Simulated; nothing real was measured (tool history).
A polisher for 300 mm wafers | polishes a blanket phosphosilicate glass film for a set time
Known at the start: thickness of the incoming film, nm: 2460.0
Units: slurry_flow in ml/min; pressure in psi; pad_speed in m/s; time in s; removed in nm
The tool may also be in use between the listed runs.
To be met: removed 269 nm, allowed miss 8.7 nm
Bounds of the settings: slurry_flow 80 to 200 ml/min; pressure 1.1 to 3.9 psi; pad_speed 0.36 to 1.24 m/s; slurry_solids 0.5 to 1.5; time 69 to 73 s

run	hour	slurry_flow	pressure	pad_speed	slurry_solids	time	removed
1	0	130	2.5	0.8	1	69	402.7
2	1.1	130	2.4	0.8	1	69	395.51
3	7.5	110	2.4	0.8	1	69	375.37
4	10.2	110	2.3	0.8	1	69	358.04
5	17.2	110	2.3	0.68	1	69	322.43
6	23.4	110	2.3	0.68	1	69	314.8
7	29.7	100	2.1	0.68	1	69	285.62
8	30.9	95	2.1	0.68	1	69	285.58

Which of these 4 next moves meets every target?
A	32.1	140	1.9	0.64	1.1	69	?
B	32.1	95	1.8	0.76	1.1	72	?
C	32.1	80	2.3	0.66	1.05	71	?
D	32.1	90	2.3	0.62	0.9	73	?

move	removed
A	272.6
B	288.64
C	305.11
D	288.95
A: meets every target
B: further off than the last run
C: further off than the last run
D: further off than the last run
The right move is A.
